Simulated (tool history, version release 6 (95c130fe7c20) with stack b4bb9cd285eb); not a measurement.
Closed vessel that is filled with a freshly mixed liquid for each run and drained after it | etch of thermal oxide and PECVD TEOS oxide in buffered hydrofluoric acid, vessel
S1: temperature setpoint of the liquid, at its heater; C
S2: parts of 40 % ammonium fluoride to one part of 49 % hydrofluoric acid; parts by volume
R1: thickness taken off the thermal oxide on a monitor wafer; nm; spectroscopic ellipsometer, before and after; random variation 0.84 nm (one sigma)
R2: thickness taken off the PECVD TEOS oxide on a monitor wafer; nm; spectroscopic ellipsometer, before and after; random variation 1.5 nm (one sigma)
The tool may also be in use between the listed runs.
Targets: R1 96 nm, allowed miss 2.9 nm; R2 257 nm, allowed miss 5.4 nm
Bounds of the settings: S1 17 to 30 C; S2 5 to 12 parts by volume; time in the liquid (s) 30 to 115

Run 1, hour 0: S1 22 C, S2 7 parts by volume, time in the liquid (s) 60. Result: R1 86.395 nm, R2 234.92 nm.
Run 2, hour 6.4: S1 25 C, S2 7 parts by volume, time in the liquid (s) 60. Result: R1 103.23 nm, R2 275.08 nm.
Run 3, hour 14.6: S1 24.5 C, S2 7 parts by volume, time in the liquid (s) 60. Result: R1 99.694 nm, R2 268.07 nm.
Run 4, hour 18.4: S1 24.5 C, S2 7 parts by volume, time in the liquid (s) 75. Result: R1 125.27 nm, R2 334.4 nm.
Run 5, hour 25.8: S1 24.5 C, S2 7 parts by volume, time in the liquid (s) 90. Result: R1 150.14 nm, R2 404.37 nm.
Run 6, hour 27.9: S1 24.5 C, S2 8 parts by volume, time in the liquid (s) 90. Result: R1 129.14 nm, R2 348.2 nm.
Run 7, hour 30: S1 23 C, S2 8 parts by volume, time in the liquid (s) 90. Result: R1 119.51 nm, R2 323.89 nm.
Run 8, hour 36.8: S1 22 C, S2 8 parts by volume, time in the liquid (s) 90. Result: R1 114.32 nm, R2 302.89 nm.
Run 9, hour 46.1: S1 19.5 C, S2 8.5 parts by volume, time in the liquid (s) 90. Result: R1 91.808 nm, R2 244.52 nm.

4 next moves are on the table. One of them brings every result within its allowed miss. Which?
Run A, hour 55.4: S1 21.5 C, S2 8.5 parts by volume, time in the liquid (s) 90. Result: R1 ?, R2 ?.
Run B, hour 55.4: S1 23.5 C, S2 9 parts by volume, time in the liquid (s) 85. Result: R1 ?, R2 ?.
Run C, hour 55.4: S1 18 C, S2 8 parts by volume, time in the liquid (s) 95. Result: R1 ?, R2 ?.
Run D, hour 55.4: S1 17 C, S2 7.5 parts by volume, time in the liquid (s) 100. Result: R1 ?, R2 ?.

move      R1      R2
   A  102.96  275.58
   B  102.02  273.07
   C  95.389  255.33
   D  101.72  272.28
A: takes the result that was furthest off past its target
B: takes the result that was furthest off past its target
C: meets every target
D: takes the result that was furthest off past its target
Move C is the one to make.
